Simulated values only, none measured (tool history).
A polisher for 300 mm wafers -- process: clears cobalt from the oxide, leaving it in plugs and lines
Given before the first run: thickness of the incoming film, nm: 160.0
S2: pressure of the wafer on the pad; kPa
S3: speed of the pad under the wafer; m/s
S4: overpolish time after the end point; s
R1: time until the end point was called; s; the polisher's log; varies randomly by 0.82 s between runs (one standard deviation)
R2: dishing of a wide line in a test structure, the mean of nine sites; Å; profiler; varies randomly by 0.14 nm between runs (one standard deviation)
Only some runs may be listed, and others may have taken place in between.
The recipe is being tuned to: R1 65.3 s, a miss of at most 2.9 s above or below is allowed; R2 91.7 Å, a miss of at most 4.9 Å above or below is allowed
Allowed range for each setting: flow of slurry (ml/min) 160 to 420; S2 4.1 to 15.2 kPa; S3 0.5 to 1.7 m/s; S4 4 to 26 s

Run 1, hour 0: flow of slurry (ml/min) 270, S2 9.7 kPa, S3 1.1 m/s, S4 13 s. Result: R1 42.998 s, R2 380.86 Å.
Run 2, hour 4.7: flow of slurry (ml/min) 320, S2 9.7 kPa, S3 1.1 m/s, S4 13 s. Result: R1 42.178 s, R2 371.52 Å.
Run 3, hour 11.6: flow of slurry (ml/min) 355, S2 9.7 kPa, S3 1.1 m/s, S4 13 s. Result: R1 40.452 s, R2 386.29 Å.
Run 4, hour 19.9: flow of slurry (ml/min) 365, S2 9 kPa, S3 1.06 m/s, S4 12 s. Result: R1 46.167 s, R2 325.88 Å.
Run 5, hour 26.4: flow of slurry (ml/min) 365, S2 9 kPa, S3 1.06 m/s, S4 8 s. Result: R1 46.143 s, R2 235.95 Å.
Run 6, hour 29: flow of slurry (ml/min) 375, S2 8.3 kPa, S3 1.06 m/s, S4 7 s. Result: R1 49.131 s, R2 192.84 Å.
Run 7, hour 34: flow of slurry (ml/min) 380, S2 7.6 kPa, S3 1.08 m/s, S4 7 s. Result: R1 52.091 s, R2 187.2 Å.
Run 8, hour 38: flow of slurry (ml/min) 385, S2 6.9 kPa, S3 1.08 m/s, S4 7 s. Result: R1 55.789 s, R2 170.78 Å.
Run 9, hour 41.6: flow of slurry (ml/min) 390, S2 6.2 kPa, S3 1.1 m/s, S4 7 s. Result: R1 61.564 s, R2 164.86 Å.
Run 10, hour 45.5: flow of slurry (ml/min) 395, S2 6.2 kPa, S3 1.08 m/s, S4 7 s. Result: R1 63.33 s, R2 157.49 Å.
Run 11, hour 54.3: flow of slurry (ml/min) 400, S2 6.2 kPa, S3 1.1 m/s, S4 7 s. Result: R1 62.994 s, R2 160.48 Å.
Run 12, hour 55.3: flow of slurry (ml/min) 400, S2 6.2 kPa, S3 1.1 m/s, S4 7 s. Result: R1 63.047 s, R2 156.41 Å.
Run 13, hour 60: flow of slurry (ml/min) 400, S2 6.2 kPa, S3 1.1 m/s, S4 7 s. Result: R1 62.571 s, R2 159.36 Å.
Run 14, hour 68.4: flow of slurry (ml/min) 405, S2 6.2 kPa, S3 1.12 m/s, S4 7 s. Result: R1 61.152 s, R2 159.42 Å.
Run 15, hour 72.4: flow of slurry (ml/min) 405, S2 6.2 kPa, S3 1.14 m/s, S4 7 s. Result: R1 59.89 s, R2 170.5 Å.
Run 16, hour 78.6: flow of slurry (ml/min) 370, S2 6.9 kPa, S3 1.06 m/s, S4 7 s. Result: R1 59.104 s, R2 171.63 Å.
Run 17, hour 83.3: flow of slurry (ml/min) 380, S2 6.2 kPa, S3 1.08 m/s, S4 7 s. Result: R1 63.608 s, R2 157.71 Å.
Run 18, hour 88.1: flow of slurry (ml/min) 385, S2 6.2 kPa, S3 1.08 m/s, S4 7 s. Result: R1 62.771 s, R2 158.4 Å.
Run 19, hour 95.4: flow of slurry (ml/min) 390, S2 6.2 kPa, S3 1.06 m/s, S4 7 s. Result: R1 65.187 s, R2 153.74 Å.
Run 20, hour 103.4: flow of slurry (ml/min) 395, S2 6.2 kPa, S3 1.04 m/s, S4 7 s. Result: R1 66.881 s, R2 151.17 Å.
Run 21, hour 106.8: flow of slurry (ml/min) 400, S2 6.2 kPa, S3 1.06 m/s, S4 7 s. Result: R1 64.58 s, R2 158.61 Å.
Run 22, hour 114: flow of slurry (ml/min) 360, S2 6.2 kPa, S3 1.1 m/s, S4 7 s. Result: R1 62.04 s, R2 157.25 Å.
Run 23, hour 117.9: flow of slurry (ml/min) 330, S2 6.2 kPa, S3 1.12 m/s, S4 7 s. Result: R1 62.796 s, R2 159.43 Å.
Run 24, hour 122.8: flow of slurry (ml/min) 345, S2 6.2 kPa, S3 1.14 m/s, S4 7 s. Result: R1 60.474 s, R2 166 Å.
Run 25, hour 128.8: flow of slurry (ml/min) 355, S2 6.2 kPa, S3 1.16 m/s, S4 7 s. Result: R1 60.645 s, R2 166.36 Å.
Run 26, hour 135.8: flow of slurry (ml/min) 365, S2 6.2 kPa, S3 1.1 m/s, S4 7 s. Result: R1 63.702 s, R2 160.93 Å.

Which of these 4 next moves meets every target?
Run A, hour 142.8: flow of slurry (ml/min) 370, S2 5.5 kPa, S3 1.2 m/s, S4 4 s. Result: R1 ?, R2 ?.
Run B, hour 142.8: flow of slurry (ml/min) 390, S2 6.9 kPa, S3 1.02 m/s, S4 9 s. Result: R1 ?, R2 ?.
Run C, hour 142.8: flow of slurry (ml/min) 370, S2 6.2 kPa, S3 1.08 m/s, S4 13 s. Result: R1 ?, R2 ?.
Run D, hour 142.8: flow of slurry (ml/min) 345, S2 5.5 kPa, S3 1.16 m/s, S4 15 s. Result: R1 ?, R2 ?.

move      R1      R2
   A  65.197  94.174
   B  61.514  207.93
   C  64.564  272.61
   D  67.656  294.96
A: every result within its allowed miss
B: further off than the last run
C: further off than the last run
D: further off than the last run
Answer: A
